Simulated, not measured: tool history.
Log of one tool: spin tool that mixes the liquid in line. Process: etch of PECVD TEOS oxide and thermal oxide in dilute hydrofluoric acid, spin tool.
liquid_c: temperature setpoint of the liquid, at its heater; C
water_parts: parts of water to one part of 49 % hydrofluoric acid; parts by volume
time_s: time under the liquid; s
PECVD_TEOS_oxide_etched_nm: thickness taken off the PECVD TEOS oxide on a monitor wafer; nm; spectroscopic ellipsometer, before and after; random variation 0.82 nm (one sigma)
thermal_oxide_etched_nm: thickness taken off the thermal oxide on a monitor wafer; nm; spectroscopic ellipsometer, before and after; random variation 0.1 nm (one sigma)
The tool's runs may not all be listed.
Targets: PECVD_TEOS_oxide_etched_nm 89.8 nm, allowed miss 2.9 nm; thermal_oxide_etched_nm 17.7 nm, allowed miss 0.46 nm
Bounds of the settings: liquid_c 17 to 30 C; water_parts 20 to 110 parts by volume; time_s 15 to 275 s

run	day	liquid_c	water_parts	time_s	PECVD_TEOS_oxide_etched_nm	thermal_oxide_etched_nm
1	0	22	60	140	54.617	10.856
2	0.1	23.5	60	140	58.513	11.576
3	0.183	25	60	140	60.985	12.153
4	0.238	26	55	140	70.621	13.957
5	0.342	26	70	140	54.01	10.789
6	0.425	26	70	200	77.882	15.243
7	0.633	27	70	200	80.138	15.925
8	0.983	27.5	70	200	82.116	16.401
9	1.096	27.5	70	200	81.87	16.115
10	1.229	28	70	200	84.275	16.758
11	1.312	28.5	70	200	85.388	16.845

Which of these 4 next moves meets every target?
A	1.396	29.5	70	185	?	?
B	1.396	28.5	55	160	?	?
C	1.396	27	55	155	?	?
D	1.396	30	70	175	?	?

move	PECVD_TEOS_oxide_etched_nm	thermal_oxide_etched_nm
A	82.262	16.175
B	89.018	17.503
C	81.242	15.974
D	79.331	15.599
A: further off than the last run
B: meets every target
C: further off than the last run
D: further off than the last run
Move B is the one to make.
